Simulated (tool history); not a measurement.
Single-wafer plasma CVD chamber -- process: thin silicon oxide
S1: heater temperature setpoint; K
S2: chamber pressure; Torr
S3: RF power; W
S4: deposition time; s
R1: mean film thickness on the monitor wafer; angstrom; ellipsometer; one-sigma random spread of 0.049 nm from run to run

{"run": 1, "day": 0.0, "S1": 658.15, "S2": 0.782, "S3": 300, "S4": 6.56, "R1": 106.05}
{"run": 2, "day": 0.108, "S1": 658.15, "S2": 0.68, "S3": 300, "S4": 6.56, "R1": 91.647}
{"run": 3, "day": 0.233, "S1": 658.15, "S2": 0.759, "S3": 300, "S4": 6.56, "R1": 101.65}
{"run": 4, "day": 0.588, "S1": 658.15, "S2": 0.759, "S3": 260, "S4": 6.56, "R1": 97.116}
{"run": 5, "day": 0.688, "S1": 668.15, "S2": 0.759, "S3": 260, "S4": 6.56, "R1": 96.259}
{"run": 6, "day": 1.058, "S1": 668.15, "S2": 0.759, "S3": 260, "S4": 6.27, "R1": 92.035}
{"run": 7, "day": 1.3, "S1": 668.15, "S2": 0.747, "S3": 260, "S4": 6.27, "R1": 90.735}

The next listed run, before its measurement:
{"run": 8, "day": 1.392, "S1": 668.15, "S2": 0.737, "S3": 260, "S4": 6.27, "R1": "?"}

{"run 8": {"R1": 90.097}}
